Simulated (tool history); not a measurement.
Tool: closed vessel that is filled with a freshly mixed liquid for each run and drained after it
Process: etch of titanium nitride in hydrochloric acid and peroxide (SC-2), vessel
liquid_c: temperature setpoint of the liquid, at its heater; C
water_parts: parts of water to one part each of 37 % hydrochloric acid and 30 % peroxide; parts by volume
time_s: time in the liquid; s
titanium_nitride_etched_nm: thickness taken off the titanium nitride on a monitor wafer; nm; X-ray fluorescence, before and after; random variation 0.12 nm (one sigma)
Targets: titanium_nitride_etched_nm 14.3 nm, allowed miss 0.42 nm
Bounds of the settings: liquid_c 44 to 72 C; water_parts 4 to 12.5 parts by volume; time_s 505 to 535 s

| run | hour | liquid_c | water_parts | time_s | titanium_nitride_etched_nm |
|---|---|---|---|---|---|
| 1 | 0 | 60 | 7 | 505 | 19.766 |
| 2 | 6.1 | 60 | 7 | 505 | 19.682 |
| 3 | 10.8 | 59.5 | 7 | 505 | 19.289 |
| 4 | 19.8 | 59.5 | 5 | 505 | 24.862 |
| 5 | 20.7 | 58.5 | 5 | 505 | 23.162 |
| 6 | 26.7 | 57.5 | 5 | 505 | 21.758 |
| 7 | 30.2 | 56.5 | 5 | 505 | 20.239 |
| 8 | 36.7 | 56 | 5 | 505 | 19.544 |
| 9 | 41.7 | 50 | 5 | 505 | 13.211 |
| 10 | 46.2 | 50.5 | 5 | 505 | 13.819 |

5 next moves are on the table. One of them brings every result within its allowed miss. Which?
| A | 50.7 | 52.5 | 6 | 505 | ? |
| B | 50.7 | 50 | 5.5 | 535 | ? |
| C | 50.7 | 49 | 4.5 | 510 | ? |
| D | 50.7 | 51 | 5.5 | 505 | ? |
| E | 50.7 | 54 | 7 | 535 | ? |

| move | titanium_nitride_etched_nm |
|---|---|
| A | 13.511 |
| B | 12.941 |
| C | 13.313 |
| D | 13.055 |
| E | 14.034 |
A: further off than the last run
B: further off than the last run
C: further off than the last run
D: further off than the last run
E: meets every target
The right move is E.
